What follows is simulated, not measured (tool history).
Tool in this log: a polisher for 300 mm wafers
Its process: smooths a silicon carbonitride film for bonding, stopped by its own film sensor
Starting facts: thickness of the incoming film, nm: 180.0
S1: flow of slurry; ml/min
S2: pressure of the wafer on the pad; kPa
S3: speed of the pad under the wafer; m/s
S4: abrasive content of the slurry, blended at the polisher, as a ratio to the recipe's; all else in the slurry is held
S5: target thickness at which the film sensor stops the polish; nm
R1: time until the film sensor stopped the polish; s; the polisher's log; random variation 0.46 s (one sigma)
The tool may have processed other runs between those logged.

{"run": 1, "day": 0.0, "S1": 305, "S2": 16.5, "S3": 1.16, "S4": 1, "S5": 158, "R1": 68.416}
{"run": 2, "day": 0.071, "S1": 360, "S2": 16.5, "S3": 1.16, "S4": 1, "S5": 158, "R1": 68.636}
{"run": 3, "day": 0.242, "S1": 360, "S2": 16.5, "S3": 1.16, "S4": 1, "S5": 158, "R1": 68.112}
{"run": 4, "day": 0.612, "S1": 360, "S2": 16.5, "S3": 1.16, "S4": 1, "S5": 158, "R1": 69.018}
{"run": 5, "day": 0.979, "S1": 360, "S2": 17.9, "S3": 1.16, "S4": 1, "S5": 158, "R1": 65.054}
{"run": 6, "day": 1.004, "S1": 360, "S2": 17.9, "S3": 1.16, "S4": 1, "S5": 158, "R1": 64.974}
{"run": 7, "day": 1.254, "S1": 360, "S2": 22.1, "S3": 1.18, "S4": 1, "S5": 158, "R1": 52.251}
{"run": 8, "day": 1.492, "S1": 360, "S2": 22.1, "S3": 1.18, "S4": 1, "S5": 158, "R1": 52.509}
{"run": 9, "day": 1.633, "S1": 360, "S2": 22.8, "S3": 1.18, "S4": 1, "S5": 158, "R1": 50.716}

Run 10 is up next; what results do you expect?
{"run": 10, "day": 1.767, "S1": 360, "S2": 23.4, "S3": 1.18, "S4": 1, "S5": 158, "R1": "?"}

{"run 10": {"R1": 49.944}}
